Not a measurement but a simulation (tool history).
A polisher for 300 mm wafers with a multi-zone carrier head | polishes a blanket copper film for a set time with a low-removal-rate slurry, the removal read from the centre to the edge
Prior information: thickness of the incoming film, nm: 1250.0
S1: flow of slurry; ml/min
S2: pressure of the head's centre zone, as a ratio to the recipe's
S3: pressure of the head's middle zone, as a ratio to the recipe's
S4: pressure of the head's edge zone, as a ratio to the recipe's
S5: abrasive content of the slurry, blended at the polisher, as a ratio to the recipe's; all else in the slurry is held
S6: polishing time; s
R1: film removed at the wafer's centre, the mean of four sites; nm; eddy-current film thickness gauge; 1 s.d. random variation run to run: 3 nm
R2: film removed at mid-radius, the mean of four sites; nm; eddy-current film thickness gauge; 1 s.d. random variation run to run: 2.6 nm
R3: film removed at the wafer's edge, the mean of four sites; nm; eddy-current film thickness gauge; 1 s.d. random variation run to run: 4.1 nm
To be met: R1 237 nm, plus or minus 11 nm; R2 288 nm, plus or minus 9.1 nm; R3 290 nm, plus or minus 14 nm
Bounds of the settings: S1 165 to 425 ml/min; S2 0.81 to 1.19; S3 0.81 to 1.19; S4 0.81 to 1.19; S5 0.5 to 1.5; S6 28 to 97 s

run	hour	S1	S2	S3	S4	S5	S6	R1	R2	R3
1	0	275	1	1	1	1	62	272.27	291.75	295.12
2	8.3	275	1	0.96	1	1	62	259.5	286.73	288.11
3	12.7	220	1	0.96	1	1	62	264.83	281.7	291.22
4	18	220	1	1.04	1	1	62	260.76	295	282.51
# hour 22.3: centre zone pressure recalibrated
5	22.3	220	0.92	1.04	1	1	62	268.46	296.02	289.64
6	25.3	220	0.92	1.04	1	1	77	325.92	364.1	362.59
7	28.5	230	0.9	1.06	1.04	0.9	73	307.63	340.06	336.1
8	32	225	0.88	1.06	1.04	1	69	283.49	334.8	337.36

Exercise: of the 4 proposed moves below, exactly one satisfies all targets within the stated allowed misses. Which move is it?
A	35.5	170	1.16	0.98	0.87	0.5	68	?	?	?
B	35.5	330	0.95	0.81	0.98	0.5	69	?	?	?
C	35.5	220	0.87	1.1	1.1	1.1	58	?	?	?
D	35.5	195	1.06	1.04	0.84	0.5	80	?	?	?

move	R1	R2	R3
A	324.68	274.71	267.16
B	288.65	265.51	298.97
C	238.53	284.12	286.49
D	355.15	338.85	312.12
A: moves the result that the last run missed by most past its target, out the other side
B: moves the result that the last run missed by most past its target, out the other side
C: each result inside its tolerance
D: lands further from the targets than the last run did
Answer: C
